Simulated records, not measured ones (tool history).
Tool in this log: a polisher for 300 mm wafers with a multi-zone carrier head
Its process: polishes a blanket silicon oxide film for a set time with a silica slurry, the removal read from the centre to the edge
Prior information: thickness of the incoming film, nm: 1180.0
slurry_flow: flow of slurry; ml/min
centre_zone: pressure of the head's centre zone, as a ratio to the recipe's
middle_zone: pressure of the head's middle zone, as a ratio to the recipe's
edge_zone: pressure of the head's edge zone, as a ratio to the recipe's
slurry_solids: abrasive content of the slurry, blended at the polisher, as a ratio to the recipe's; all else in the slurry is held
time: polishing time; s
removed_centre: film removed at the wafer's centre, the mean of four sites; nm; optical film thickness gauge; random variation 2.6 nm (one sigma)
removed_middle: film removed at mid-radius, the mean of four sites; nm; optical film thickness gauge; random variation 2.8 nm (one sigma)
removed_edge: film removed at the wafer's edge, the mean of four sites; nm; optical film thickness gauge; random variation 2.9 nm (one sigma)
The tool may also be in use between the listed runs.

run  hour  slurry_flow  centre_zone  middle_zone  edge_zone  slurry_solids  time  removed_centre  removed_middle  removed_edge
  1     0          160            1            1          1              1    79          302.74          310.51        307.76
  2   8.2          160         0.97            1          1              1    79          297.54          310.36        311.35
  3  16.8          145         0.97            1          1              1    79          289.32          306.18         303.2
  4  21.4          145         0.97            1       1.07              1    79           290.6          303.79         315.2
  5  24.6          155            1         1.01       1.08              1    79          299.22          311.99        312.84
  6  28.4          165         1.02         1.01       1.09           1.05    79          316.19          323.99        328.95
  7  31.5          175         1.04         1.01        1.1           1.05    79          328.02           326.5        335.01

For run 8, what comes out?
  8  34.1          185         1.06         1.02       1.11           1.05    79               ?               ?             ?

removed_centre: 329.23 nm
removed_middle: 330.21 nm
removed_edge: 330.6 nm
